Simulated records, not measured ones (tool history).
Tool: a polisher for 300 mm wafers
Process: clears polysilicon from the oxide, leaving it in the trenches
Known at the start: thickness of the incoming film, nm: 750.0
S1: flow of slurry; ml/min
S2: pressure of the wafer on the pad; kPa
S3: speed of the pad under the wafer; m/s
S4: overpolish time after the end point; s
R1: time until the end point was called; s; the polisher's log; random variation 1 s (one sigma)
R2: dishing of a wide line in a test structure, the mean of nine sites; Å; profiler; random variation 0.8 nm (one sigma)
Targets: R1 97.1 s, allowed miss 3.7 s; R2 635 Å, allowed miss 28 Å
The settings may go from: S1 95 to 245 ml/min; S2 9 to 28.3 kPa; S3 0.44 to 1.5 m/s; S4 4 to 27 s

run  hour   S1    S2    S3  S4      R1      R2
  1     0  155  18.6  0.96  14  58.376  636.78
  2   1.5  155  18.6  0.96  19  60.035  694.47
  3   3.9  155  17.2  0.96  19  63.693  666.77
  4  12.2  155  15.9  0.96  20  68.412  645.01
  5  16.5  155  15.2  0.94  21  72.795  669.94
  6  20.7  155  14.5  0.94  21  75.679  657.15
  7  27.4  140   9.7  0.92  23  116.71  605.71
  8  31.9  150   9.7  0.92  23  112.58   604.8
  9  33.5  155   9.7  0.92  23  111.56  615.97
     36.6  -- slurry nozzle cleaned
 10  36.6  160   9.7  0.92  23  106.73  626.54
 11  39.6  160   9.7  0.92  23  105.85  632.17
 12  47.7  170   9.7  0.92  22  105.04  607.81
 13  55.6  175   9.7  0.92  22  105.18   622.8
 14  60.7  190    11  0.92  22  92.768  637.97
 15  68.7  180    11  0.92  22  92.726  624.68

5 next moves are on the table. One of them brings every result within its allowed miss. Which?
  A  76.7  190  13.8  0.76  21   ?   ?
  B  76.7  155    11  0.96  17   ?   ?
  C  76.7  170    11  0.88  18   ?   ?
  D  76.7  190  10.3  0.92  22   ?   ?
  E  76.7  160  10.3  1.02  20   ?   ?

move      R1      R2
   A  90.425  630.24
   B  91.229   589.3
   C  97.656  587.04
   D  97.341  625.71
   E  90.559  621.73
A: further off than the last run
B: further off than the last run
C: brings the result that was furthest off to its target, and leaves another outside
D: meets every target
E: further off than the last run
The right move is D.
